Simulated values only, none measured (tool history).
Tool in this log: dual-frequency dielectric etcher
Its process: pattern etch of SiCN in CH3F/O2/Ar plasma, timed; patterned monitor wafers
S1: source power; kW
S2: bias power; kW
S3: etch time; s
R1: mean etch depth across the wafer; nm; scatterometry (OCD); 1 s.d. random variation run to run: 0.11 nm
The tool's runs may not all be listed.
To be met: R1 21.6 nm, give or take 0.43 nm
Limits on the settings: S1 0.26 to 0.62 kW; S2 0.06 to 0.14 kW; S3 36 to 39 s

run  hour    S1     S2  S3      R1
  1     0  0.44    0.1  39  18.949
  2   3.5  0.38    0.1  39  17.766
  3   6.7  0.45    0.1  39  19.127
  4   7.7  0.38    0.1  39  17.791
  5    12  0.42  0.101  39  18.425
  6  18.3  0.39  0.101  39  17.892
  7  22.6  0.48   0.11  39  20.293
  8    25  0.49  0.111  39   20.66
  9  32.3   0.5  0.111  39   20.56
 10  35.9  0.51  0.112  39  20.832
 11  44.6  0.52  0.112  39  21.087

Next run, 5 choices. One meets every target within its allowed miss, the rest don't. Which?
  A  53.3  0.59  0.123  38.5   ?
  B  53.3  0.57  0.111    39   ?
  C  53.3  0.56   0.12    39   ?
  D  53.3  0.54  0.139    38   ?
  E  53.3  0.54  0.125    39   ?

move      R1
   A  22.802
   B   21.76
   C  22.394
   D  23.013
   E  22.503
A: carries the result that was furthest off beyond its target, to the other side
B: in spec on every target
C: carries the result that was furthest off beyond its target, to the other side
D: carries the result that was furthest off beyond its target, to the other side
E: carries the result that was furthest off beyond its target, to the other side
Move B is the one to make.

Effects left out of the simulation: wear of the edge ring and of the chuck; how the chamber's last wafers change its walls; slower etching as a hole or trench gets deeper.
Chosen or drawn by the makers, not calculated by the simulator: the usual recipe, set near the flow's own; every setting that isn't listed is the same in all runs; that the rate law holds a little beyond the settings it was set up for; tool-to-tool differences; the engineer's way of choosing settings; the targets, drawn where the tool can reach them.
